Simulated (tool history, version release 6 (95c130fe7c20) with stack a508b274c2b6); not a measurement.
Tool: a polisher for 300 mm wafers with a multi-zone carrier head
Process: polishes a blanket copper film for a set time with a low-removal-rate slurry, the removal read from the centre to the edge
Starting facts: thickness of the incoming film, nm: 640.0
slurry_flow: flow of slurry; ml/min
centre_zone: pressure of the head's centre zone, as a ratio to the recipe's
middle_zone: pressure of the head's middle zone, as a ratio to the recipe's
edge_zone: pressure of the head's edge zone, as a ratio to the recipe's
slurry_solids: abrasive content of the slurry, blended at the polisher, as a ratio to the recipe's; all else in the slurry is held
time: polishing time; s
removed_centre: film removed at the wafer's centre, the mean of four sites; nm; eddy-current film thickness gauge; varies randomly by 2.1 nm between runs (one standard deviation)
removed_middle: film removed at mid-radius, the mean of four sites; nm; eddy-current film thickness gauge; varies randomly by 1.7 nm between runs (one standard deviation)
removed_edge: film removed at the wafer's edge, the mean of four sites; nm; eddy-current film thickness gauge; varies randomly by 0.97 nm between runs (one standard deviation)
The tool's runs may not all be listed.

{"run": 1, "hour": 0.0, "slurry_flow": 245, "centre_zone": 1.0, "middle_zone": 1.0, "edge_zone": 1.0, "slurry_solids": 1.0, "time": 39, "removed_centre": 118.02, "removed_middle": 116.13, "removed_edge": 117.06}
{"run": 2, "hour": 6.4, "slurry_flow": 245, "centre_zone": 1.0, "middle_zone": 1.0, "edge_zone": 1.0, "slurry_solids": 1.0, "time": 32, "removed_centre": 97.832, "removed_middle": 96.199, "removed_edge": 95.76}
{"run": 3, "hour": 13.9, "slurry_flow": 245, "centre_zone": 1.07, "middle_zone": 1.0, "edge_zone": 1.0, "slurry_solids": 1.0, "time": 32, "removed_centre": 104.95, "removed_middle": 95.924, "removed_edge": 96.799}
{"run": 4, "hour": 15.9, "slurry_flow": 260, "centre_zone": 1.1, "middle_zone": 1.04, "edge_zone": 1.03, "slurry_solids": 1.1, "time": 34, "removed_centre": 121.7, "removed_middle": 108.6, "removed_edge": 107.31}
{"run": 5, "hour": 24.1, "slurry_flow": 260, "centre_zone": 1.1, "middle_zone": 1.04, "edge_zone": 1.03, "slurry_solids": 1.2, "time": 34, "removed_centre": 123.71, "removed_middle": 112.36, "removed_edge": 111.32}
{"run": 6, "hour": 28.1, "slurry_flow": 260, "centre_zone": 1.02, "middle_zone": 1.04, "edge_zone": 1.03, "slurry_solids": 1.2, "time": 34, "removed_centre": 113.96, "removed_middle": 111.83, "removed_edge": 111.15}
{"hour": 29.0, "done": "slurry nozzle cleaned"}
{"run": 7, "hour": 29.0, "slurry_flow": 260, "centre_zone": 1.02, "middle_zone": 1.04, "edge_zone": 1.03, "slurry_solids": 1.2, "time": 34, "removed_centre": 117.21, "removed_middle": 116.73, "removed_edge": 112.6}
{"run": 8, "hour": 30.0, "slurry_flow": 275, "centre_zone": 1.04, "middle_zone": 1.07, "edge_zone": 1.06, "slurry_solids": 1.25, "time": 34, "removed_centre": 125.24, "removed_middle": 121.32, "removed_edge": 117.07}
{"run": 9, "hour": 32.6, "slurry_flow": 290, "centre_zone": 1.05, "middle_zone": 1.09, "edge_zone": 1.09, "slurry_solids": 1.3, "time": 34, "removed_centre": 129.07, "removed_middle": 123.03, "removed_edge": 121.27}
{"run": 10, "hour": 34.4, "slurry_flow": 295, "centre_zone": 1.06, "middle_zone": 1.11, "edge_zone": 1.09, "slurry_solids": 1.35, "time": 35, "removed_centre": 133.6, "removed_middle": 132.06, "removed_edge": 126.24}
{"run": 11, "hour": 35.7, "slurry_flow": 305, "centre_zone": 1.08, "middle_zone": 1.13, "edge_zone": 1.1, "slurry_solids": 1.4, "time": 36, "removed_centre": 138.87, "removed_middle": 140.19, "removed_edge": 131.64}

Predict the results of run 12:
{"run": 12, "hour": 41.0, "slurry_flow": 325, "centre_zone": 1.18, "middle_zone": 1.14, "edge_zone": 1.11, "slurry_solids": 1.5, "time": 40, "removed_centre": "?", "removed_middle": "?", "removed_edge": "?"}

{"run 12": {"removed_centre": 175.24, "removed_middle": 160.96, "removed_edge": 150.75}}
